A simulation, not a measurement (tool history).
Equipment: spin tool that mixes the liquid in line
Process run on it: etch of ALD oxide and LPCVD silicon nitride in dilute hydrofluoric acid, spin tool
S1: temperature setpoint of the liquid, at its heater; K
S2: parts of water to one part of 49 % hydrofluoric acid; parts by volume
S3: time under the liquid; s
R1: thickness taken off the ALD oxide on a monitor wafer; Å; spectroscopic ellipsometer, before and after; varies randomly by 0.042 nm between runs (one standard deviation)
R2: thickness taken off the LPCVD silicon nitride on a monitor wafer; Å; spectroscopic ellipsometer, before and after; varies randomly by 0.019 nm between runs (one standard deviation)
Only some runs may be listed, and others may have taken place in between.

run,day,S1,S2,S3,R1,R2
1,0,294.15,60,45,67.105,3.3851
2,0.071,292.65,65,45,58.192,2.5259
3,0.358,292.15,70,45,52.09,2.223
4,0.704,292.15,55,45,66.95,3.0009
5,0.992,291.65,60,45,59.715,2.3865
6,1.058,294.65,60,45,68.456,3.3382
7,1.354,293.15,65,45,59.272,2.4257
8,1.396,292.65,70,45,53.384,2.4633

Predict the results of run 9:
9,1.683,291.65,70,45,?,?

R1: 51.11 Å
R2: 2.5436 Å
